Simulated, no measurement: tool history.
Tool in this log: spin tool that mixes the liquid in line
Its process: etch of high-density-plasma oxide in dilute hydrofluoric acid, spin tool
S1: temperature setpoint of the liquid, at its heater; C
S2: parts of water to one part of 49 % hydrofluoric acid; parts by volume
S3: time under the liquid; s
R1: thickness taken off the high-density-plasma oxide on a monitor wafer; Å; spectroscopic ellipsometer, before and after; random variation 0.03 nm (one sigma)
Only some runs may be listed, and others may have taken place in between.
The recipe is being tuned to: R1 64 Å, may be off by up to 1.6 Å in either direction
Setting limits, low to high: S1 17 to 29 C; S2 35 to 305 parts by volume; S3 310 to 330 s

{"run": 1, "hour": 0.0, "S1": 21, "S2": 170, "S3": 310, "R1": 102.59}
{"run": 2, "hour": 7.6, "S1": 20, "S2": 185, "S3": 310, "R1": 89.34}
{"run": 3, "hour": 9.9, "S1": 20, "S2": 185, "S3": 310, "R1": 89.35}
{"run": 4, "hour": 13.0, "S1": 19, "S2": 195, "S3": 310, "R1": 80.369}
{"run": 5, "hour": 22.1, "S1": 19, "S2": 195, "S3": 330, "R1": 85.555}
{"run": 6, "hour": 28.1, "S1": 19, "S2": 160, "S3": 330, "R1": 108.71}
{"run": 7, "hour": 32.7, "S1": 18.5, "S2": 180, "S3": 330, "R1": 91.262}
{"run": 8, "hour": 33.4, "S1": 18, "S2": 190, "S3": 330, "R1": 85.263}

Exercise: of the 5 proposed moves below, exactly one satisfies all targets within the stated allowed misses. Which move is it?
{"run": "A", "hour": 34.1, "S1": 19.5, "S2": 155, "S3": 330, "R1": "?"}
{"run": "B", "hour": 34.1, "S1": 17, "S2": 210, "S3": 310, "R1": "?"}
{"run": "C", "hour": 34.1, "S1": 19.5, "S2": 240, "S3": 310, "R1": "?"}
{"run": "D", "hour": 34.1, "S1": 22.5, "S2": 265, "S3": 330, "R1": "?"}
{"run": "E", "hour": 34.1, "S1": 18, "S2": 230, "S3": 325, "R1": "?"}

move=A R1=114.79
move=B R1=68.347
move=C R1=64.106
move=D R1=67.441
move=E R1=66.818
A: misses by more than the last run did
B: closer than the last run, but not yet in spec
C: hits every target within its allowed miss
D: closer than the last run, but not yet in spec
E: closer than the last run, but not yet in spec
C is the move that brings every result within its allowed miss.
